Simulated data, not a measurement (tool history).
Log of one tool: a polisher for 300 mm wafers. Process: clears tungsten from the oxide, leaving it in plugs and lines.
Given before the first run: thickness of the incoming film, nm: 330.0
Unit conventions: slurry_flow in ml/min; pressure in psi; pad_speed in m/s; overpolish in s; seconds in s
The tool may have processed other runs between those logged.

{"run": 1, "hour": 0.0, "slurry_flow": 275, "pressure": 3.8, "pad_speed": 0.92, "slurry_solids": 1, "overpolish": 15, "seconds": 68.248}
{"run": 2, "hour": 7.3, "slurry_flow": 275, "pressure": 3.8, "pad_speed": 0.92, "slurry_solids": 0.85, "overpolish": 15, "seconds": 70.197}
{"run": 3, "hour": 8.8, "slurry_flow": 340, "pressure": 3.8, "pad_speed": 0.92, "slurry_solids": 0.85, "overpolish": 15, "seconds": 69.509}
{"run": 4, "hour": 10.1, "slurry_flow": 340, "pressure": 3.8, "pad_speed": 1.02, "slurry_solids": 0.85, "overpolish": 15, "seconds": 62.503}
{"run": 5, "hour": 11.1, "slurry_flow": 340, "pressure": 3.6, "pad_speed": 1.02, "slurry_solids": 0.85, "overpolish": 15, "seconds": 65.831}
{"run": 6, "hour": 15.0, "slurry_flow": 340, "pressure": 3.6, "pad_speed": 1.02, "slurry_solids": 0.85, "overpolish": 15, "seconds": 65.374}
{"run": 7, "hour": 23.9, "slurry_flow": 340, "pressure": 3.5, "pad_speed": 1.02, "slurry_solids": 0.85, "overpolish": 15, "seconds": 67.388}
{"run": 8, "hour": 30.6, "slurry_flow": 340, "pressure": 3.4, "pad_speed": 1.02, "slurry_solids": 0.85, "overpolish": 15, "seconds": 70.316}

Predict the results of run 9:
{"run": 9, "hour": 35.7, "slurry_flow": 340, "pressure": 2.4, "pad_speed": 1, "slurry_solids": 0.85, "overpolish": 15, "seconds": "?"}

seconds: 99.347 s

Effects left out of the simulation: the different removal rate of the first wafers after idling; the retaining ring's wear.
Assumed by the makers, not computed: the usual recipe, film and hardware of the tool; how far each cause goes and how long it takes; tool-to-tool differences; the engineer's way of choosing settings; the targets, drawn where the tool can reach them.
